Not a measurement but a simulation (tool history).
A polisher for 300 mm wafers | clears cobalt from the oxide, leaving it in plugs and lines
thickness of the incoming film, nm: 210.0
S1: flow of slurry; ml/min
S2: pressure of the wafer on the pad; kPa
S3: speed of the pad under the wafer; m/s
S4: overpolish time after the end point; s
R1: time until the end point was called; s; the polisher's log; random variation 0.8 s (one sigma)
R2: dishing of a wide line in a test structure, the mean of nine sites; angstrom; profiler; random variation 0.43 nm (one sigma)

run,hour,S1,S2,S3,S4,R1,R2
1,0,225,12.4,0.98,15,41.205,442.76
2,3.5,225,13.8,0.98,15,36.19,461.48
3,8.9,220,13.1,0.9,13,41.055,414.05
4,10.2,220,15.2,0.9,13,36.425,454.6
5,14.1,220,15.2,0.9,17,35.208,516.47
6,22.9,245,13.1,0.92,14,40.258,421.44
7,23.7,270,11.7,0.94,12,44.345,369.15

The next listed run, before its measurement:
8,27.8,290,10.3,0.96,10,?,?

R1: 47.86 s
R2: 306.26 angstrom
